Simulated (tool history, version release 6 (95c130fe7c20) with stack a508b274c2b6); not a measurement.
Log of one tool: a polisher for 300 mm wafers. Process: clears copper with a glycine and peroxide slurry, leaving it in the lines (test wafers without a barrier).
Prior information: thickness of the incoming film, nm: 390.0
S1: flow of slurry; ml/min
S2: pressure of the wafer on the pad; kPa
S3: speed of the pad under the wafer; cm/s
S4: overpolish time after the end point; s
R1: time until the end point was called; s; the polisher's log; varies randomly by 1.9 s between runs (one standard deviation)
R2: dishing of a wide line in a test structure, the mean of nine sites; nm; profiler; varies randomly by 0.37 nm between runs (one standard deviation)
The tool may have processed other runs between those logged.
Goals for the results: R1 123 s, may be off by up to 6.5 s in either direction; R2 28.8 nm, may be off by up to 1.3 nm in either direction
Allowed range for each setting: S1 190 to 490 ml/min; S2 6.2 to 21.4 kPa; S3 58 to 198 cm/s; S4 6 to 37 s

{"run": 1, "hour": 0.0, "S1": 315, "S2": 13.8, "S3": 128, "S4": 19, "R1": 90.964, "R2": 49.881}
{"run": 2, "hour": 3.0, "S1": 315, "S2": 13.1, "S3": 128, "S4": 18, "R1": 92.417, "R2": 46.016}
{"run": 3, "hour": 11.1, "S1": 285, "S2": 13.1, "S3": 128, "S4": 18, "R1": 93.334, "R2": 45.372}
{"run": 4, "hour": 12.9, "S1": 285, "S2": 10.3, "S3": 128, "S4": 18, "R1": 109.39, "R2": 39.574}
{"run": 5, "hour": 18.6, "S1": 285, "S2": 13.1, "S3": 128, "S4": 18, "R1": 93.422, "R2": 46.364}
{"run": 6, "hour": 25.1, "S1": 285, "S2": 12.4, "S3": 128, "S4": 17, "R1": 100.11, "R2": 42.193}
{"run": 7, "hour": 30.3, "S1": 295, "S2": 11.7, "S3": 128, "S4": 16, "R1": 100.17, "R2": 38.353}
{"run": 8, "hour": 35.6, "S1": 295, "S2": 11, "S3": 128, "S4": 16, "R1": 103.62, "R2": 37.055}
{"run": 9, "hour": 43.2, "S1": 295, "S2": 10.3, "S3": 128, "S4": 16, "R1": 109.14, "R2": 35.741}
{"run": 10, "hour": 45.9, "S1": 295, "S2": 8.3, "S3": 128, "S4": 13, "R1": 124.37, "R2": 25.732}
{"run": 11, "hour": 51.7, "S1": 295, "S2": 8.3, "S3": 128, "S4": 13, "R1": 127.71, "R2": 26.376}

Next run, 4 choices. One meets every target within its allowed miss, the rest don't. Which?
{"run": "A", "hour": 57.5, "S1": 345, "S2": 6.2, "S3": 140, "S4": 13, "R1": "?", "R2": "?"}
{"run": "B", "hour": 57.5, "S1": 370, "S2": 9, "S3": 120, "S4": 13, "R1": "?", "R2": "?"}
{"run": "C", "hour": 57.5, "S1": 195, "S2": 6.9, "S3": 146, "S4": 13, "R1": "?", "R2": "?"}
{"run": "D", "hour": 57.5, "S1": 345, "S2": 8.3, "S3": 134, "S4": 14, "R1": "?", "R2": "?"}

move=A R1=136.56 R2=23.695
move=B R1=121.76 R2=26.643
move=C R1=128.37 R2=25.066
move=D R1=118.49 R2=28.888
A: moves away from the targets compared with the last run
B: nearer than the last run, and not there yet
C: moves away from the targets compared with the last run
D: all results in spec
Correct choice: D, which meets every target
